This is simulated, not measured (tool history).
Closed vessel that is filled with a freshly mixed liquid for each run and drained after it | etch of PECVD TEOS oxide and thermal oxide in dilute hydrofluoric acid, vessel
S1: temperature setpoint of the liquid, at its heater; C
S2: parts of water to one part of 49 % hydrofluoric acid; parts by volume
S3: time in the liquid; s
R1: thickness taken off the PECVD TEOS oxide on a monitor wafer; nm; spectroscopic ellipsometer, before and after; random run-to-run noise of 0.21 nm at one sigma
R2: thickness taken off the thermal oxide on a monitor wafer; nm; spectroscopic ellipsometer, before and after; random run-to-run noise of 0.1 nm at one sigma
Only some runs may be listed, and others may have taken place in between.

{"run": 1, "hour": 0.0, "S1": 22, "S2": 95, "S3": 60, "R1": 7.6099, "R2": 2.6731}
{"run": 2, "hour": 5.2, "S1": 19.5, "S2": 95, "S3": 60, "R1": 6.9643, "R2": 2.3961}
{"run": 3, "hour": 10.9, "S1": 19.5, "S2": 95, "S3": 70, "R1": 8.0111, "R2": 2.7057}
{"run": 4, "hour": 17.8, "S1": 20.5, "S2": 90, "S3": 70, "R1": 8.9107, "R2": 3.0304}
{"run": 5, "hour": 26.3, "S1": 20.5, "S2": 110, "S3": 70, "R1": 7.1814, "R2": 2.4579}
{"run": 6, "hour": 32.6, "S1": 21.5, "S2": 100, "S3": 70, "R1": 8.2757, "R2": 2.8723}

Run 7 is up next; what results do you expect?
{"run": 7, "hour": 40.9, "S1": 22, "S2": 90, "S3": 70, "R1": "?", "R2": "?"}

R1: 9.3971 nm
R2: 3.2159 nm

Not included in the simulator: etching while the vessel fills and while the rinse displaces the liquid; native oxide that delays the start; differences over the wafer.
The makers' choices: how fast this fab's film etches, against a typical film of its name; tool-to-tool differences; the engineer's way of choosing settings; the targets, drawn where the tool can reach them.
